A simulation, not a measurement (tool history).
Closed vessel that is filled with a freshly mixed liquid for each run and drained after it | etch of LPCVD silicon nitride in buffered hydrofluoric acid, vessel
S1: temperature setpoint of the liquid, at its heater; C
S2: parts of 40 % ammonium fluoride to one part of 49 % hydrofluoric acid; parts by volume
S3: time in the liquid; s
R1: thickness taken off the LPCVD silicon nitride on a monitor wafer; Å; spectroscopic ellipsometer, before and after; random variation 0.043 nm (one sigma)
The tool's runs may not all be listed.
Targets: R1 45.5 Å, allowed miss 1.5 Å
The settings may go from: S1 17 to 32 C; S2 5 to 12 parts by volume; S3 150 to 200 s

run	hour	S1	S2	S3	R1
1	0	24	7	200	36.378
2	5.1	23	7	200	33.76
3	8.1	24.5	7	200	37.005
4	10.3	25.5	7	200	38.835
5	15.1	26	7	200	40.677
6	16.9	26.5	7	200	40.819
7	17.7	27	7	200	41.867
8	22.9	27.5	7	200	42.915

4 next moves are on the table. One of them brings every result within its allowed miss. Which?
A	28.1	27.5	7.5	195	?
B	28.1	30	7	185	?
C	28.1	26	6.5	180	?
D	28.1	31	7	150	?

move	R1
A	39.038
B	45.523
C	38.205
D	38.888
A: further off than the last run
B: meets every target
C: further off than the last run
D: further off than the last run
Move B is the one to make.
